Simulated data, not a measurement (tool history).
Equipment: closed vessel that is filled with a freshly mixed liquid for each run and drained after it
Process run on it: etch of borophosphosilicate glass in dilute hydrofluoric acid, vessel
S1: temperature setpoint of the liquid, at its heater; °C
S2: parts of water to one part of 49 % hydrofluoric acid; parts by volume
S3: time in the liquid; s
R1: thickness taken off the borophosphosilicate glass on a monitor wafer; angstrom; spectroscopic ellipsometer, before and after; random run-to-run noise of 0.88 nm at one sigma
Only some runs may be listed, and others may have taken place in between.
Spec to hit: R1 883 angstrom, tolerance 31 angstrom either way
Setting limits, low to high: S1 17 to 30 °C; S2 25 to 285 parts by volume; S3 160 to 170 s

| run | hour | S1 | S2 | S3 | R1 |
|---|---|---|---|---|---|
| 1 | 0 | 22 | 155 | 160 | 422.61 |
| 2 | 8 | 22 | 155 | 160 | 427.86 |
| 3 | 12.3 | 22 | 110 | 160 | 635.93 |
| 4 | 18.3 | 23.5 | 110 | 160 | 697.76 |
|  | 22.9 | thermometer replaced |
| 5 | 22.9 | 24.5 | 110 | 160 | 665.33 |
| 6 | 25.6 | 25 | 105 | 160 | 694.21 |
| 7 | 34.1 | 25 | 100 | 160 | 725.46 |
| 8 | 36.1 | 25.5 | 95 | 160 | 803.37 |
| 9 | 43.7 | 26 | 95 | 160 | 810.36 |
| 10 | 46.5 | 26.5 | 95 | 160 | 841.51 |

4 candidate next runs follow, results not yet known. Just one meets every target within its allowed miss. Identify it.
| A | 49.3 | 25.5 | 85 | 170 | ? |
| B | 49.3 | 25 | 90 | 170 | ? |
| C | 49.3 | 25.5 | 85 | 165 | ? |
| D | 49.3 | 26.5 | 100 | 170 | ? |

| move | R1 |
|---|---|
| A | 963.57 |
| B | 886.48 |
| C | 935.22 |
| D | 835.23 |
A: moves the result that the last run missed by most past its target, out the other side
B: hits every target within its allowed miss
C: moves the result that the last run missed by most past its target, out the other side
D: its largest miss is bigger than the last run's
Go with B: it meets all targets.

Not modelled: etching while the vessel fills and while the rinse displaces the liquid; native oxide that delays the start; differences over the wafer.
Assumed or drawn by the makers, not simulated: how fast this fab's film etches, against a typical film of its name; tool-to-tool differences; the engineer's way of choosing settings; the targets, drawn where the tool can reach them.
